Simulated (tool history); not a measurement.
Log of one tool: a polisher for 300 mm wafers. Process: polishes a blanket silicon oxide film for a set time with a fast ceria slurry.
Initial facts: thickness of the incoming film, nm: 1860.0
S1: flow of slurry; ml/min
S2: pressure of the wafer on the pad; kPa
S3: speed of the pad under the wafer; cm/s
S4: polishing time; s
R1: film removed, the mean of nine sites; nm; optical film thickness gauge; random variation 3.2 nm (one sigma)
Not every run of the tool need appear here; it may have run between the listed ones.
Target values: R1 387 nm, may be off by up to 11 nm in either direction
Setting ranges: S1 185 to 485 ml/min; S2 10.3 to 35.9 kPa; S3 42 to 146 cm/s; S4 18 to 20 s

run 1 hour=0 | S1=310 S2=22.8 S3=94 S4=20 | R1=278.04
run 2 hour=5 | S1=310 S2=22.8 S3=94 S4=20 | R1=282.87
run 3 hour=8.9 | S1=310 S2=22.8 S3=102 S4=20 | R1=308.98
run 4 hour=13 | S1=310 S2=22.8 S3=90 S4=20 | R1=273.03
run 5 hour=21.3 | S1=310 S2=22.8 S3=78 S4=20 | R1=232.46
run 6 hour=24.4 | S1=310 S2=26.2 S3=78 S4=20 | R1=271.7
run 7 hour=28.9 | S1=310 S2=29 S3=78 S4=20 | R1=296.35
run 8 hour=33.3 | S1=310 S2=31 S3=78 S4=20 | R1=318.96
run 9 hour=38.4 | S1=310 S2=32.4 S3=78 S4=20 | R1=337.35
run 10 hour=43.4 | S1=315 S2=35.9 S3=78 S4=20 | R1=370.65

Of the 5 settings listed for the next run, only one would bring every result within its allowed miss of target. Which one?
run A hour=48.4 | S1=390 S2=33.1 S3=80 S4=19 | R1=?
run B hour=48.4 | S1=435 S2=35.9 S3=74 S4=20 | R1=?
run C hour=48.4 | S1=340 S2=35.2 S3=84 S4=18 | R1=?
run D hour=48.4 | S1=310 S2=35.9 S3=86 S4=19 | R1=?
run E hour=48.4 | S1=360 S2=35.9 S3=72 S4=20 | R1=?

move=A R1=340.11
move=B R1=361.39
move=C R1=355.52
move=D R1=389.02
move=E R1=348.23
A: the biggest miss grows against the last run
B: the biggest miss grows against the last run
C: the biggest miss grows against the last run
D: every result lands within tolerance
E: the biggest miss grows against the last run
So the answer is move D, the one that meets all the targets.
